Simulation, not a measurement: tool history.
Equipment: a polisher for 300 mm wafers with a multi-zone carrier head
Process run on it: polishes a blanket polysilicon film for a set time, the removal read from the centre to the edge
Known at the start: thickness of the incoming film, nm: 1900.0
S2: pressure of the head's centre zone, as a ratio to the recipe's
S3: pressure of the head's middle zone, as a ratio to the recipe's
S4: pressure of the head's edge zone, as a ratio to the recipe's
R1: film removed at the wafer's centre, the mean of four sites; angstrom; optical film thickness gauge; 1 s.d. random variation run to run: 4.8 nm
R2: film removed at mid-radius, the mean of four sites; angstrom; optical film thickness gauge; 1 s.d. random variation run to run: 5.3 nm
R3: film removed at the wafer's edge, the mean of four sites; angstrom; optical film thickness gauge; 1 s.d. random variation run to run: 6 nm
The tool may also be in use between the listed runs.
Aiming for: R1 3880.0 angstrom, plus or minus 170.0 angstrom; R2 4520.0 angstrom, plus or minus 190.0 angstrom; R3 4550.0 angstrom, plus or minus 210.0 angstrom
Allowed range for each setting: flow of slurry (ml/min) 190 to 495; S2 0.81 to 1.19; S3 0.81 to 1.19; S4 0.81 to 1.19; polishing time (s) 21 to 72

{"run": 1, "hour": 0.0, "flow of slurry (ml/min)": 320, "S2": 1.0, "S3": 1.0, "S4": 1.0, "polishing time (s)": 46, "R1": 6304.3, "R2": 6240.0, "R3": 6434.4}
{"run": 2, "hour": 3.4, "flow of slurry (ml/min)": 315, "S2": 0.97, "S3": 1.0, "S4": 0.99, "polishing time (s)": 43, "R1": 5714.5, "R2": 5967.3, "R3": 5905.6}
{"run": 3, "hour": 4.1, "flow of slurry (ml/min)": 310, "S2": 0.94, "S3": 0.98, "S4": 0.99, "polishing time (s)": 41, "R1": 5307.5, "R2": 5380.4, "R3": 5524.2}
{"run": 4, "hour": 10.7, "flow of slurry (ml/min)": 310, "S2": 0.94, "S3": 0.98, "S4": 1.05, "polishing time (s)": 41, "R1": 5223.7, "R2": 5409.0, "R3": 5695.5}
{"run": 5, "hour": 19.3, "flow of slurry (ml/min)": 305, "S2": 0.91, "S3": 0.98, "S4": 1.05, "polishing time (s)": 39, "R1": 4816.0, "R2": 5162.8, "R3": 5455.3}
{"run": 6, "hour": 27.2, "flow of slurry (ml/min)": 305, "S2": 0.91, "S3": 1.05, "S4": 1.05, "polishing time (s)": 39, "R1": 4861.6, "R2": 5407.2, "R3": 5502.3}
{"run": 7, "hour": 33.9, "flow of slurry (ml/min)": 305, "S2": 0.89, "S3": 1.04, "S4": 1.04, "polishing time (s)": 38, "R1": 4594.9, "R2": 5326.3, "R3": 5233.2}
{"run": 8, "hour": 37.5, "flow of slurry (ml/min)": 305, "S2": 0.88, "S3": 1.02, "S4": 1.03, "polishing time (s)": 37, "R1": 4400.3, "R2": 5115.4, "R3": 5084.5}
{"run": 9, "hour": 38.6, "flow of slurry (ml/min)": 305, "S2": 0.88, "S3": 1.02, "S4": 1.03, "polishing time (s)": 37, "R1": 4396.1, "R2": 5022.0, "R3": 5191.5}
{"run": 10, "hour": 40.5, "flow of slurry (ml/min)": 300, "S2": 0.88, "S3": 1.02, "S4": 1.01, "polishing time (s)": 36, "R1": 4279.7, "R2": 4866.3, "R3": 4813.7}

Below are 5 possible settings for the next run. Only one of them brings all results inside the allowed miss of their targets. Which is it?
{"run": "A", "hour": 42.4, "flow of slurry (ml/min)": 295, "S2": 0.84, "S3": 0.83, "S4": 1.17, "polishing time (s)": 34, "R1": "?", "R2": "?", "R3": "?"}
{"run": "B", "hour": 42.4, "flow of slurry (ml/min)": 290, "S2": 0.84, "S3": 0.84, "S4": 1.19, "polishing time (s)": 35, "R1": "?", "R2": "?", "R3": "?"}
{"run": "C", "hour": 42.4, "flow of slurry (ml/min)": 305, "S2": 0.82, "S3": 0.96, "S4": 1.09, "polishing time (s)": 35, "R1": "?", "R2": "?", "R3": "?"}
{"run": "D", "hour": 42.4, "flow of slurry (ml/min)": 305, "S2": 0.85, "S3": 1.0, "S4": 1.19, "polishing time (s)": 34, "R1": "?", "R2": "?", "R3": "?"}
{"run": "E", "hour": 42.4, "flow of slurry (ml/min)": 280, "S2": 0.86, "S3": 1.01, "S4": 0.99, "polishing time (s)": 34, "R1": "?", "R2": "?", "R3": "?"}

move=A R1=3876.0 R2=4007.5 R3=5055.8
move=B R1=3981.9 R2=4157.8 R3=5240.0
move=C R1=3913.2 R2=4668.8 R3=5034.4
move=D R1=3942.9 R2=4691.7 R3=5100.7
move=E R1=3948.1 R2=4687.4 R3=4640.6
A: brings the result that was furthest off to its target, and leaves another outside
B: brings the result that was furthest off to its target, and leaves another outside
C: brings the result that was furthest off to its target, and leaves another outside
D: brings the result that was furthest off to its target, and leaves another outside
E: meets every target
Go with E: it meets all targets.
